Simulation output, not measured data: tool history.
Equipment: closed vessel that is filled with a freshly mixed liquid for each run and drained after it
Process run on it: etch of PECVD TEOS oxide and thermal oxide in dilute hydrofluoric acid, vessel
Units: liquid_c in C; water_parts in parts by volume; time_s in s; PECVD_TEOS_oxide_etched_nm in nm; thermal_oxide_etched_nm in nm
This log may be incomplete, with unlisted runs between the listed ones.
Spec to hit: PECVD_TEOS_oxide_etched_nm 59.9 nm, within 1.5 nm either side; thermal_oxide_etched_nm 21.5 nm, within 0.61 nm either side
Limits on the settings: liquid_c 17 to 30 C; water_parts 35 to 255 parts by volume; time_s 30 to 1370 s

run	day	liquid_c	water_parts	time_s	PECVD_TEOS_oxide_etched_nm	thermal_oxide_etched_nm
1	0	22	145	700	45.811	16.485
2	0.138	22	105	700	66.948	23.783
3	0.225	21.5	105	700	66.576	23.469
4	0.438	21	105	700	64.684	23.164
5	0.662	20.5	105	700	63.08	22.39
6	0.979	20.5	105	485	43.256	15.64
7	1.096	22	105	485	46.717	16.712
8	1.121	23	105	485	48.445	17.316
9	1.471	27	105	485	56.258	20.193
10	1.612	27.5	105	485	57.954	20.567
# day 1.812: hydrofluoric acid flow meter replaced
11	1.812	28	105	485	67.259	24.08
12	1.992	26.5	105	485	63.712	22.793
13	2.012	26	105	485	62.399	22.403

Which of these 4 next moves meets every target?
A	2.033	18	175	1215	?	?
B	2.033	19	135	860	?	?
C	2.033	19.5	135	885	?	?
D	2.033	26	140	645	?	?

move	PECVD_TEOS_oxide_etched_nm	thermal_oxide_etched_nm
A	63.308	22.777
B	62.941	22.645
C	66.094	23.779
D	59.532	21.418
A: misses by more than the last run did
B: misses by more than the last run did
C: misses by more than the last run did
D: hits every target within its allowed miss
So the answer is move D, the one that meets all the targets.
